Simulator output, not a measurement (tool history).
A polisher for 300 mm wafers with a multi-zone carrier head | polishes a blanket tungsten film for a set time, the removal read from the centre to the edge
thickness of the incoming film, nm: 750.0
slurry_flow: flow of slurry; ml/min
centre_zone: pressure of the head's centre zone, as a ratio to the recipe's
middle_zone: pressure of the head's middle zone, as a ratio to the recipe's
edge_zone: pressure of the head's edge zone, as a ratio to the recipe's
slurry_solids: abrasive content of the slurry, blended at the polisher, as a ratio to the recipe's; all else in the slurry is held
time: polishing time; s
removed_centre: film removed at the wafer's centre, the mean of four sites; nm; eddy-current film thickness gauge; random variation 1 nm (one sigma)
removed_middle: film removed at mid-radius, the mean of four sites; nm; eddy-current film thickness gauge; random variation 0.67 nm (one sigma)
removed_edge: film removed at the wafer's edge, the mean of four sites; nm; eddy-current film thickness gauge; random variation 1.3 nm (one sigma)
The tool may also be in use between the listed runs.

run,hour,slurry_flow,centre_zone,middle_zone,edge_zone,slurry_solids,time,removed_centre,removed_middle,removed_edge
1,0.0,125,1.00,1.00,1.00,1.00,33,165.850,163.31,166.54
2,6.4,125,0.97,1.00,1.00,1.00,33,157.810,163.69,164.74
3,12.1,115,0.95,0.97,1.01,0.90,31,142.220,143.77,154.27
4,16.6,115,0.95,0.97,1.01,0.80,31,136.460,139.84,153.06
5,19.7,110,0.93,0.95,0.99,0.75,29,126.440,125.41,139.16
6,28.7,110,0.93,0.95,0.99,0.75,34,141.930,147.14,158.52
7,33.7,105,0.91,0.95,0.99,0.70,32,130.440,136.19,149.56
8,38.9,100,0.89,0.95,0.99,0.65,30,118.190,124.13,138.37
9,41.1,95,0.87,0.95,0.99,0.60,28,105.490,113.69,122.80
10,43.2,90,0.86,0.94,1.01,0.60,27,97.899,107.06,118.45
11,46.5,90,0.85,0.93,1.02,0.60,26,91.888,101.45,114.46
12,51.0,90,0.84,0.92,1.02,0.60,26,92.673,100.95,114.83
13,57.7,90,0.83,0.91,1.02,0.60,26,88.401,100.29,116.09

Run 14 comes next. What will it give?
14,66.4,90,0.83,0.90,1.02,0.60,26,?,?,?

{"run 14": {"removed_centre": 90.474, "removed_middle": 100.63, "removed_edge": 115.59}}
